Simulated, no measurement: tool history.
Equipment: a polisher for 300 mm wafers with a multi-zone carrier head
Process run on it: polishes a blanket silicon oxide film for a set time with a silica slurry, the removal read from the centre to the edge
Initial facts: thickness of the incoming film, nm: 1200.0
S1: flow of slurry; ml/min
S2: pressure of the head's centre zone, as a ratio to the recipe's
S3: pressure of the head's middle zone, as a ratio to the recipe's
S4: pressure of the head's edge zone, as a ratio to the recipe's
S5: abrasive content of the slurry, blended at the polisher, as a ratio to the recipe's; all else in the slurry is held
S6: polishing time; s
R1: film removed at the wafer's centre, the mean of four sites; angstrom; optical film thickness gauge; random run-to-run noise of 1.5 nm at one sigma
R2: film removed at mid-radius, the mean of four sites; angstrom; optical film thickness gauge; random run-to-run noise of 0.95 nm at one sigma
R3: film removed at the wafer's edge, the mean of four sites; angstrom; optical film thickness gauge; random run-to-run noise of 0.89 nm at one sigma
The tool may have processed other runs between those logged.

| run | hour | S1 | S2 | S3 | S4 | S5 | S6 | R1 | R2 | R3 |
|---|---|---|---|---|---|---|---|---|---|---|
| 1 | 0 | 165 | 1 | 1 | 1 | 1 | 47 | 1078.4 | 1076.5 | 1077.8 |
| 2 | 6 | 165 | 1.03 | 1 | 1 | 1 | 47 | 1088.6 | 1089.6 | 1092.2 |
| 3 | 6.9 | 165 | 1.03 | 1 | 0.95 | 1 | 47 | 1100.7 | 1085.5 | 1072.1 |
| 4 | 14.1 | 175 | 1.03 | 0.98 | 1.01 | 1.05 | 47 | 1131.2 | 1111.1 | 1138.8 |
| 5 | 19.5 | 175 | 1.03 | 0.9 | 1.01 | 1.05 | 47 | 1155.5 | 1048.6 | 1141.8 |
| 6 | 26.9 | 135 | 1.03 | 0.9 | 1.01 | 1.05 | 47 | 1112.6 | 1006.8 | 1108.8 |

The next listed run, before its measurement:
| 7 | 34.1 | 155 | 1.04 | 0.91 | 1.06 | 1.05 | 47 | ? | ? | ? |

Run 7 measured R1 1122.6 angstrom, R2 1040.8 angstrom, R3 1154.3 angstrom.
